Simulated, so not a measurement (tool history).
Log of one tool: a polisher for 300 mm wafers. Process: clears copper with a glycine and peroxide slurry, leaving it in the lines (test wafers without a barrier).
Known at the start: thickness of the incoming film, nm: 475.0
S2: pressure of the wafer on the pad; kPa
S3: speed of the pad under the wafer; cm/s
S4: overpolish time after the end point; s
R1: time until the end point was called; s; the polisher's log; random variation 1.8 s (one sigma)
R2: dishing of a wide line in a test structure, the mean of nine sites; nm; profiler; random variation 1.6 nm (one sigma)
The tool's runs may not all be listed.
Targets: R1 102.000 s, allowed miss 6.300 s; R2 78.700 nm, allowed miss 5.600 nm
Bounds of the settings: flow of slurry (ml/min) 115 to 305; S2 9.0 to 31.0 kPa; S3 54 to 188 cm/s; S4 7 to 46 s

Run 1, day 0.000: flow of slurry (ml/min) 195, S2 20.0 kPa, S3 120 cm/s, S4 24 s. Result: R1 58.591 s, R2 86.569 nm.
Run 2, day 0.204: flow of slurry (ml/min) 195, S2 20.0 kPa, S3 142 cm/s, S4 24 s. Result: R1 52.273 s, R2 91.159 nm.
Run 3, day 0.471: flow of slurry (ml/min) 195, S2 20.0 kPa, S3 154 cm/s, S4 24 s. Result: R1 49.702 s, R2 93.115 nm.
Run 4, day 0.567: flow of slurry (ml/min) 195, S2 17.9 kPa, S3 154 cm/s, S4 24 s. Result: R1 54.904 s, R2 89.966 nm.
Run 5, day 0.825: flow of slurry (ml/min) 240, S2 17.9 kPa, S3 154 cm/s, S4 24 s. Result: R1 52.908 s, R2 89.762 nm.
Run 6, day 0.996: flow of slurry (ml/min) 240, S2 13.1 kPa, S3 154 cm/s, S4 24 s. Result: R1 68.721 s, R2 76.217 nm.
Run 7, day 1.329: flow of slurry (ml/min) 240, S2 12.4 kPa, S3 150 cm/s, S4 26 s. Result: R1 72.758 s, R2 76.103 nm.
Run 8, day 1.604: flow of slurry (ml/min) 240, S2 12.4 kPa, S3 150 cm/s, S4 26 s. Result: R1 73.821 s, R2 75.358 nm.
Run 9, day 1.875: flow of slurry (ml/min) 240, S2 11.7 kPa, S3 148 cm/s, S4 28 s. Result: R1 78.107 s, R2 73.504 nm.

Which of these 5 next moves meets every target?
Run A, day 2.146: flow of slurry (ml/min) 205, S2 9.0 kPa, S3 110 cm/s, S4 40 s. Result: R1 ?, R2 ?.
Run B, day 2.146: flow of slurry (ml/min) 305, S2 9.0 kPa, S3 128 cm/s, S4 44 s. Result: R1 ?, R2 ?.
Run C, day 2.146: flow of slurry (ml/min) 205, S2 9.0 kPa, S3 144 cm/s, S4 29 s. Result: R1 ?, R2 ?.
Run D, day 2.146: flow of slurry (ml/min) 215, S2 10.3 kPa, S3 94 cm/s, S4 33 s. Result: R1 ?, R2 ?.
Run E, day 2.146: flow of slurry (ml/min) 245, S2 9.0 kPa, S3 118 cm/s, S4 37 s. Result: R1 ?, R2 ?.

move       R1      R2
   A  121.020  69.853
   B  104.800  78.222
   C   99.517  63.310
   D  121.490  63.251
   E  113.230  68.929
A: takes the result that was furthest off past its target
B: meets every target
C: brings the result that was furthest off to its target, and leaves another outside
D: takes the result that was furthest off past its target
E: takes the result that was furthest off past its target
The right move is B.

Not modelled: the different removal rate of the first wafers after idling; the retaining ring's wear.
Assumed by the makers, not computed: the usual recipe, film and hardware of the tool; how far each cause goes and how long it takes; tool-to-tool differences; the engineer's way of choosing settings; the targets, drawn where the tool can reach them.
